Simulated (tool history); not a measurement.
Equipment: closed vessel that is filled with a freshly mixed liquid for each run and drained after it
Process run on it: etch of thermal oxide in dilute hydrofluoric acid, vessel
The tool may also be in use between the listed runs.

| run | hour | temperature setpoint of the liquid (K) | parts of water to one part of 49 % hydrofluoric acid (parts by volume) | time in the liquid (s) | thickness taken off the thermal oxide on a monitor wafer (nm) |
|---|---|---|---|---|---|
| 1 | 0.0 | 296.15 | 205 | 2825 | 60.592 |
| 2 | 8.9 | 293.15 | 205 | 2825 | 53.783 |
| 3 | 10.7 | 293.15 | 205 | 2825 | 53.925 |
| 4 | 13.5 | 296.15 | 205 | 2825 | 60.406 |
| 5 | 18.5 | 296.15 | 205 | 3030 | 64.752 |
| 6 | 20.0 | 293.65 | 205 | 3030 | 58.924 |
| 7 | 24.0 | 295.65 | 180 | 3030 | 74.416 |
| 8 | 30.5 | 297.15 | 155 | 3030 | 93.327 |
| 9 | 37.3 | 301.15 | 75 | 3030 | 249.880 |
| 10 | 45.6 | 300.65 | 75 | 3030 | 245.840 |

Expected results for the next run?
| 11 | 47.4 | 300.15 | 75 | 3030 | ? |

{"run 11": {"thickness taken off the thermal oxide on a monitor wafer (nm)": 239.46}}

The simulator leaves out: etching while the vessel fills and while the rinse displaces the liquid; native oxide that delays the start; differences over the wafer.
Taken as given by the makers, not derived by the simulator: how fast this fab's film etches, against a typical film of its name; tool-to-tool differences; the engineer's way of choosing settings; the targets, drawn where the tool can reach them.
